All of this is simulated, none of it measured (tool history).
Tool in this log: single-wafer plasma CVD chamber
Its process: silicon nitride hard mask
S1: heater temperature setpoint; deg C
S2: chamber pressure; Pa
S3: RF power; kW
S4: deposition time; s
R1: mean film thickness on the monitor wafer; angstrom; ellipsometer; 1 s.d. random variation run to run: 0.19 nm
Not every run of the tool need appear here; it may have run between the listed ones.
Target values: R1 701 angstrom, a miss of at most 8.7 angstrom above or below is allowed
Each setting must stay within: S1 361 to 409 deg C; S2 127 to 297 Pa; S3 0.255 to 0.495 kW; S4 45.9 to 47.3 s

run 1 day=0 | S1=385 S2=212 S3=0.375 S4=45.9 | R1=587.63
run 2 day=0.317 | S1=385 S2=212 S3=0.375 S4=45.9 | R1=588.53
run 3 day=0.625 | S1=385 S2=187 S3=0.375 S4=45.9 | R1=568.72
run 4 day=0.667 | S1=385 S2=187 S3=0.375 S4=45.9 | R1=568.98
run 5 day=0.883 | S1=385 S2=187 S3=0.375 S4=47.3 | R1=585.64
run 6 day=1.075 | S1=385 S2=209 S3=0.38 S4=47.3 | R1=608.99
run 7 day=1.104 | S1=385 S2=227 S3=0.385 S4=47.3 | R1=633.92
run 8 day=1.138 | S1=385 S2=240 S3=0.385 S4=47.3 | R1=643.72
run 9 day=1.438 | S1=385 S2=252 S3=0.385 S4=47.3 | R1=650.68
run 10 day=1.529 | S1=385 S2=252 S3=0.385 S4=47.3 | R1=652.28
run 11 day=1.875 | S1=385 S2=261 S3=0.385 S4=47.3 | R1=658.68
run 12 day=2.221 | S1=385 S2=268 S3=0.39 S4=47.3 | R1=669.52
run 13 day=2.479 | S1=385 S2=273 S3=0.39 S4=47.3 | R1=670.17
run 14 day=2.667 | S1=385 S2=279 S3=0.395 S4=47.3 | R1=681.79
run 15 day=2.717 | S1=385 S2=283 S3=0.395 S4=47.3 | R1=682.45
run 16 day=2.767 | S1=385 S2=285 S3=0.395 S4=47.3 | R1=681.79
run 17 day=3.058 | S1=385 S2=285 S3=0.395 S4=47.3 | R1=683.92
run 18 day=3.329 | S1=385 S2=285 S3=0.395 S4=47.3 | R1=686.64
run 19 day=3.388 | S1=385 S2=288 S3=0.395 S4=47.3 | R1=686.87
run 20 day=3.65 | S1=385 S2=289 S3=0.395 S4=47.3 | R1=688.15
run 21 day=3.721 | S1=385 S2=291 S3=0.395 S4=47.3 | R1=688.19
run 22 day=3.858 | S1=385 S2=292 S3=0.395 S4=47.3 | R1=690.99
run 23 day=4.092 | S1=385 S2=293 S3=0.395 S4=47.3 | R1=690.08

Exactly one of the 4 candidate moves below puts every result within its allowed miss. Which one?
run A day=4.325 | S1=379 S2=260 S3=0.43 S4=45.9 | R1=?
run B day=4.325 | S1=383 S2=280 S3=0.41 S4=46.4 | R1=?
run C day=4.325 | S1=391 S2=291 S3=0.415 S4=47.3 | R1=?
run D day=4.325 | S1=387 S2=283 S3=0.4 S4=46.9 | R1=?

move=A R1=680.18
move=B R1=682.67
move=C R1=704.96
move=D R1=681.39
A: lands further from the targets than the last run did
B: lands further from the targets than the last run did
C: every result lands within tolerance
D: lands further from the targets than the last run did
The right move is C.
